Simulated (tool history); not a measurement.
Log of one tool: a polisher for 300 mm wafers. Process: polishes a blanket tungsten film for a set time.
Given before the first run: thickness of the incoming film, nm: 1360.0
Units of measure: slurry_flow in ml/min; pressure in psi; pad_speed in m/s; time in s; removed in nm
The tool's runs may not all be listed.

| run | hour | slurry_flow | pressure | pad_speed | slurry_solids | time | removed |
|---|---|---|---|---|---|---|---|
| 1 | 0 | 215 | 3.3 | 0.84 | 1 | 54 | 173.06 |
| 2 | 3 | 215 | 3.3 | 0.84 | 1 | 54 | 172.26 |
| 3 | 5.1 | 215 | 3.3 | 1.06 | 1 | 54 | 225.11 |
| 4 | 12.2 | 215 | 3.3 | 1.06 | 1 | 57 | 234.91 |
| 5 | 16.2 | 215 | 3.3 | 1.06 | 1 | 54 | 214.81 |
| 6 | 21.6 | 210 | 2.7 | 0.9 | 0.95 | 54 | 158.56 |
| 7 | 28 | 205 | 2.3 | 0.76 | 0.95 | 54 | 116.16 |
| 8 | 30.7 | 205 | 2 | 0.7 | 0.95 | 54 | 99.615 |

Run 9, settings as shown, results not yet in. Your forecast:
| 9 | 37 | 205 | 1.8 | 0.66 | 0.95 | 54 | ? |

Run 9 came out at removed 83.687 nm.
